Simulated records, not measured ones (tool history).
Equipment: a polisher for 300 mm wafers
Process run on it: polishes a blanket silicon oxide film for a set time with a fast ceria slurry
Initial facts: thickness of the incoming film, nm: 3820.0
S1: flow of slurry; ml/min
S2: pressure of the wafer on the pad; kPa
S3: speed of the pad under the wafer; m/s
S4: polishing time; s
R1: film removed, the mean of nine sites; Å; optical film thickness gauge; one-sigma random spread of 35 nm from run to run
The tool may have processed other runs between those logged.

run,day,S1,S2,S3,S4,R1
1,0,210,19.3,1.3,72,17181
2,0.125,210,19.3,1.3,76,17509
3,0.221,210,19.3,1.58,76,20265
4,0.321,175,19.3,1.58,76,20003
5,0.462,175,19.3,1.58,72,18810
6,0.712,175,19.3,1.74,72,19894
7,1.075,175,20.7,1.74,72,21450

Forecast run 8:
# day 1.279: head pressure recalibrated
8,1.279,175,24.1,1.76,72,?

Run 8 gave R1 26619 Å.
